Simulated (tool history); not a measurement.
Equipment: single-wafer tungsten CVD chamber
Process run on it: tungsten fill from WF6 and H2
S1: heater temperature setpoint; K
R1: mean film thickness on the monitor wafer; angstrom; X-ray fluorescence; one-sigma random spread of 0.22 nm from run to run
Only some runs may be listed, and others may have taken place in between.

Run 1, hour 0: S1 658.15 K, chamber pressure (Pa) 7199, deposition time (s) 26.6. Result: R1 756.85 angstrom.
Run 2, hour 8.4: S1 660.15 K, chamber pressure (Pa) 7213, deposition time (s) 26.6. Result: R1 795.88 angstrom.
Run 3, hour 11: S1 660.15 K, chamber pressure (Pa) 7213, deposition time (s) 26.6. Result: R1 792.83 angstrom.
Run 4, hour 14.6: S1 660.15 K, chamber pressure (Pa) 7733, deposition time (s) 26.6. Result: R1 828.33 angstrom.
Run 5, hour 16.8: S1 661.15 K, chamber pressure (Pa) 7733, deposition time (s) 26.6. Result: R1 846.57 angstrom.
Run 6, hour 22.2: S1 655.15 K, chamber pressure (Pa) 7733, deposition time (s) 26.6. Result: R1 737.25 angstrom.

Run 7 is up next; what results do you expect?
Run 7, hour 29: S1 657.15 K, chamber pressure (Pa) 7746, deposition time (s) 26.6. Result: R1 ?.

{"run 7": {"R1": 775.2}}

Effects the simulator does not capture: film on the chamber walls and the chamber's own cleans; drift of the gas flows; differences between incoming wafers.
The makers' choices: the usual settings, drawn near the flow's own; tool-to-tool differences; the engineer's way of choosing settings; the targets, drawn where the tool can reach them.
